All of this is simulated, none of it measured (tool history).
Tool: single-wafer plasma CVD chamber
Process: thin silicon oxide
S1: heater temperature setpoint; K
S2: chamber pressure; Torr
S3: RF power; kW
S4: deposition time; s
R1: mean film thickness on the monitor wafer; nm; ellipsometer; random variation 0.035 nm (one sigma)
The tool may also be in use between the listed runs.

{"run": 1, "hour": 0.0, "S1": 653.15, "S2": 0.696, "S3": 0.23, "S4": 5.45, "R1": 8.4398}
{"run": 2, "hour": 3.2, "S1": 653.15, "S2": 0.664, "S3": 0.23, "S4": 5.45, "R1": 8.0509}
{"run": 3, "hour": 5.9, "S1": 653.15, "S2": 0.638, "S3": 0.23, "S4": 5.45, "R1": 7.7874}
{"run": 4, "hour": 12.3, "S1": 653.15, "S2": 0.638, "S3": 0.23, "S4": 5.2, "R1": 7.3929}
{"run": 5, "hour": 16.4, "S1": 648.15, "S2": 0.638, "S3": 0.23, "S4": 5.2, "R1": 7.4544}
{"run": 6, "hour": 19.6, "S1": 640.15, "S2": 0.638, "S3": 0.23, "S4": 5.2, "R1": 7.4475}
{"run": 7, "hour": 22.8, "S1": 640.15, "S2": 0.622, "S3": 0.23, "S4": 5.2, "R1": 7.3096}

Forecast run 8:
{"run": 8, "hour": 27.3, "S1": 640.15, "S2": 0.609, "S3": 0.23, "S4": 5.2, "R1": "?"}

R1: 7.0335 nm
